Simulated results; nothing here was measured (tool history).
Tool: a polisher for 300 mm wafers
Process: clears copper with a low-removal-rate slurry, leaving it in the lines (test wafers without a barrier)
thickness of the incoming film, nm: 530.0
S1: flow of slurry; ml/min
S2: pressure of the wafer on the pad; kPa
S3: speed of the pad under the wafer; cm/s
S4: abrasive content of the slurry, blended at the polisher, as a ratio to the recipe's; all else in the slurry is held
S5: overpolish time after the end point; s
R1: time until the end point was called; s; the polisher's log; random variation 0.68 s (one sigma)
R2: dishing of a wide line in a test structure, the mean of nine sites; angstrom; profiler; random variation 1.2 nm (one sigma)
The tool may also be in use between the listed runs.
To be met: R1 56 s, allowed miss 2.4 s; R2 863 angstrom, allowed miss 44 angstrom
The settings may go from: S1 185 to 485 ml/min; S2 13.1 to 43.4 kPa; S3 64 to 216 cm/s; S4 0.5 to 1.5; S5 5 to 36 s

| run | hour | S1 | S2 | S3 | S4 | S5 | R1 | R2 |
|---|---|---|---|---|---|---|---|---|
| 1 | 0 | 310 | 28.3 | 140 | 1 | 18 | 78.689 | 801.85 |
| 2 | 4 | 310 | 28.3 | 174 | 1 | 18 | 68.266 | 879.33 |
| 3 | 6.9 | 310 | 29 | 174 | 1 | 17 | 66.136 | 868.38 |
| 4 | 15.2 | 310 | 22.1 | 174 | 1 | 17 | 85.362 | 698.14 |
| 5 | 17.1 | 310 | 22.1 | 174 | 1 | 24 | 84.87 | 924.56 |
| 6 | 21.1 | 310 | 22.1 | 174 | 1.15 | 24 | 81.049 | 928.49 |
| 7 | 26 | 315 | 23.4 | 176 | 1.2 | 23 | 77.422 | 933.3 |
| 8 | 28.9 | 315 | 24.8 | 178 | 1.2 | 22 | 72.059 | 969.05 |
| 9 | 35 | 320 | 31.7 | 184 | 1.2 | 13 | 57.044 | 815.5 |

Which of these 4 next moves meets every target?
| A | 41.1 | 320 | 32.4 | 184 | 1.2 | 12 | ? | ? |
| B | 41.1 | 325 | 33.1 | 170 | 1.3 | 14 | ? | ? |
| C | 41.1 | 330 | 29 | 182 | 1.3 | 13 | ? | ? |
| D | 41.1 | 345 | 28.3 | 182 | 1.2 | 13 | ? | ? |

| move | R1 | R2 |
|---|---|---|
| A | 56.131 | 775.18 |
| B | 56.806 | 860.61 |
| C | 61.415 | 764.22 |
| D | 63.744 | 742.27 |
A: further off than the last run
B: meets every target
C: further off than the last run
D: further off than the last run
Answer: B

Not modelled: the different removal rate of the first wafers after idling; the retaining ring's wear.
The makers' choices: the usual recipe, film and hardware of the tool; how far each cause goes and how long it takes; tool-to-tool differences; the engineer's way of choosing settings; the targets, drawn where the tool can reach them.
